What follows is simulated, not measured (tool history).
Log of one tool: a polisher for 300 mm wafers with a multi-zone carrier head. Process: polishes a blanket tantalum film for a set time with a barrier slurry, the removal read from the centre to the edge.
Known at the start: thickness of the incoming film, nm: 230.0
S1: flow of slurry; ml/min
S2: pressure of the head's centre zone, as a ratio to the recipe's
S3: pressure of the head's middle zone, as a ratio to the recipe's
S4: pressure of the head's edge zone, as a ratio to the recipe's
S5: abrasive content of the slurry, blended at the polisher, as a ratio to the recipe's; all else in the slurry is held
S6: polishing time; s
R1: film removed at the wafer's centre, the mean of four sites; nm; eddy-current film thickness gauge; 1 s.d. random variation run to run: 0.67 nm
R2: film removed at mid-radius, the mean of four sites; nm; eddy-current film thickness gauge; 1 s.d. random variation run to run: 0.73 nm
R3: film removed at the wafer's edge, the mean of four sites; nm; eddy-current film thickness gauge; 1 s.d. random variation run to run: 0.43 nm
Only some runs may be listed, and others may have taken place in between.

run  hour   S1    S2    S3    S4   S5  S6      R1      R2      R3
  1     0  305     1     1     1    1  33  72.717  76.287  76.509
  2     3  300  1.01  0.99  0.98    1  33  74.335  76.055  75.738
  3   3.7  295  1.01  0.98  0.97    1  33  73.901  74.222  75.441
  4   4.2  290  1.01  0.98  0.96    1  33  74.255  74.967  74.463
  5     9  290  1.01  0.98  1.02    1  33  72.602  73.475  76.897
  6  13.9  285  1.02  0.98  1.01    1  33  75.077  74.423  76.142
  7  21.8  280  1.02  0.97     1    1  33  72.618  72.625   76.42
  8  23.5  285  1.12  0.97   0.9  0.9  33  77.864  70.767  68.762
  9  25.9  285  1.11  0.97   0.9  0.9  33  77.719  70.902  69.417

What does the tool deliver on the next run?
 10  33.7  285  1.11  0.97  0.9  0.9  33   ?   ?   ?

Run 10 measured R1 77.104 nm, R2 70.914 nm, R3 69.078 nm.
